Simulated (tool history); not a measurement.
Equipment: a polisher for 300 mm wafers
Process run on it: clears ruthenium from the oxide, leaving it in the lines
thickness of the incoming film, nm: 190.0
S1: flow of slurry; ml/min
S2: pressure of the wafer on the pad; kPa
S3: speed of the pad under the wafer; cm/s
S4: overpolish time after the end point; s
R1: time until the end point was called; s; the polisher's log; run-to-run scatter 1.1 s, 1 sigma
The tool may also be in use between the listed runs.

run 1 hour=0.0 | S1=150 S2=16.5 S3=118 S4=17 | R1=110.83
run 2 hour=2.4 | S1=150 S2=16.5 S3=100 S4=17 | R1=133.50
run 3 hour=3.3 | S1=150 S2=16.5 S3=78 S4=17 | R1=166.59
run 4 hour=5.3 | S1=120 S2=16.5 S3=78 S4=17 | R1=178.00
run 5 hour=9.7 | S1=120 S2=16.5 S3=78 S4=17 | R1=177.30
run 6 hour=16.7 | S1=120 S2=17.9 S3=78 S4=17 | R1=160.22
run 7 hour=25.1 | S1=135 S2=20.7 S3=80 S4=17 | R1=134.84

Run 8 comes next. What will it give?
run 8 hour=26.8 | S1=145 S2=22.1 S3=86 S4=17 | R1=?

R1: 115.80 s

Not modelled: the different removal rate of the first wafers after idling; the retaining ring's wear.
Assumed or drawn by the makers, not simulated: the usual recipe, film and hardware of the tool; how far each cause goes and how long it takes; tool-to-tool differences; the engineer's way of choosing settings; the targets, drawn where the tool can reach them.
